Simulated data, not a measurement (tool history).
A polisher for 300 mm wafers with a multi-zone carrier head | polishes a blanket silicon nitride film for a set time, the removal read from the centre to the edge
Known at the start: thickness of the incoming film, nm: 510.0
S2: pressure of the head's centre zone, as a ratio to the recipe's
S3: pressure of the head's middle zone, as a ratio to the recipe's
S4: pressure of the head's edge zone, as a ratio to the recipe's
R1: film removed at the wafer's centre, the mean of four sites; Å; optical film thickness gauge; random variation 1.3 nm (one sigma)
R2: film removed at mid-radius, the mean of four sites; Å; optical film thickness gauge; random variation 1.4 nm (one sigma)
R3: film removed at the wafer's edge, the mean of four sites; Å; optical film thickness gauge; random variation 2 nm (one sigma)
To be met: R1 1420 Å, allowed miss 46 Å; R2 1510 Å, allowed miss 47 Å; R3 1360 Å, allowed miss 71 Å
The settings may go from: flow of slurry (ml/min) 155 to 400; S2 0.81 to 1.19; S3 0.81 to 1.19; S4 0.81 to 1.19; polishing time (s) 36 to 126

run 1 day=0 | flow_of_slurry_(ml/min)=255 S2=1 S3=1 S4=1 polishing_time_(s)=81 | R1=1035.6 R2=1049.3 R3=1034.5
run 2 day=0.362 | flow_of_slurry_(ml/min)=255 S2=1 S3=0.95 S4=1 polishing_time_(s)=81 | R1=1043.3 R2=1012 R3=1029.4
run 3 day=0.642 | flow_of_slurry_(ml/min)=320 S2=1 S3=0.95 S4=1 polishing_time_(s)=81 | R1=1074.6 R2=1022.7 R3=1068.8
run 4 day=0.717 | flow_of_slurry_(ml/min)=320 S2=1 S3=1.03 S4=1 polishing_time_(s)=81 | R1=1058.6 R2=1104 R3=1070.2
run 5 day=0.825 | flow_of_slurry_(ml/min)=285 S2=1 S3=1.03 S4=1 polishing_time_(s)=81 | R1=1057.5 R2=1090.6 R3=1040.8
-- day=0.896 edge zone pressure recalibrated
run 6 day=0.896 | flow_of_slurry_(ml/min)=285 S2=1 S3=0.95 S4=1 polishing_time_(s)=81 | R1=1074.3 R2=1003.4 R3=1120.8
run 7 day=1.017 | flow_of_slurry_(ml/min)=285 S2=1 S3=0.95 S4=1 polishing_time_(s)=81 | R1=1058.2 R2=1013.3 R3=1104.6
run 8 day=1.171 | flow_of_slurry_(ml/min)=300 S2=1.01 S3=1 S4=1.02 polishing_time_(s)=87 | R1=1158.5 R2=1149.1 R3=1221.9
run 9 day=1.388 | flow_of_slurry_(ml/min)=305 S2=1.04 S3=1.05 S4=1.02 polishing_time_(s)=90 | R1=1202.1 R2=1219.7 R3=1231.1
run 10 day=1.742 | flow_of_slurry_(ml/min)=310 S2=1.06 S3=1.09 S4=1.01 polishing_time_(s)=93 | R1=1290.7 R2=1325.1 R3=1276.7
run 11 day=1.988 | flow_of_slurry_(ml/min)=315 S2=1.07 S3=1.12 S4=1.01 polishing_time_(s)=94 | R1=1293.8 R2=1370.7 R3=1282
run 12 day=2.158 | flow_of_slurry_(ml/min)=320 S2=1.09 S3=1.14 S4=1.01 polishing_time_(s)=95 | R1=1328.2 R2=1390.2 R3=1286.8
run 13 day=2.262 | flow_of_slurry_(ml/min)=325 S2=1.1 S3=1.15 S4=1.01 polishing_time_(s)=96 | R1=1344.2 R2=1431.4 R3=1336.9

4 next moves are on the table. One of them brings every result within its allowed miss. Which?
run A day=2.367 | flow_of_slurry_(ml/min)=370 S2=1 S3=1.19 S4=0.91 polishing_time_(s)=100 | R1=? R2=? R3=?
run B day=2.367 | flow_of_slurry_(ml/min)=400 S2=1.17 S3=1.11 S4=1.19 polishing_time_(s)=89 | R1=? R2=? R3=?
run C day=2.367 | flow_of_slurry_(ml/min)=340 S2=1.13 S3=1.19 S4=1.03 polishing_time_(s)=99 | R1=? R2=? R3=?
run D day=2.367 | flow_of_slurry_(ml/min)=355 S2=1.19 S3=1.04 S4=0.94 polishing_time_(s)=99 | R1=? R2=? R3=?

move=A R1=1325.2 R2=1552.7 R3=1359.7
move=B R1=1324.5 R2=1308.2 R3=1358.4
move=C R1=1417.1 R2=1525.2 R3=1405.4
move=D R1=1475.1 R2=1363.7 R3=1362
A: brings the result that was furthest off to its target, and leaves another outside
B: further off than the last run
C: meets every target
D: further off than the last run
Answer: C
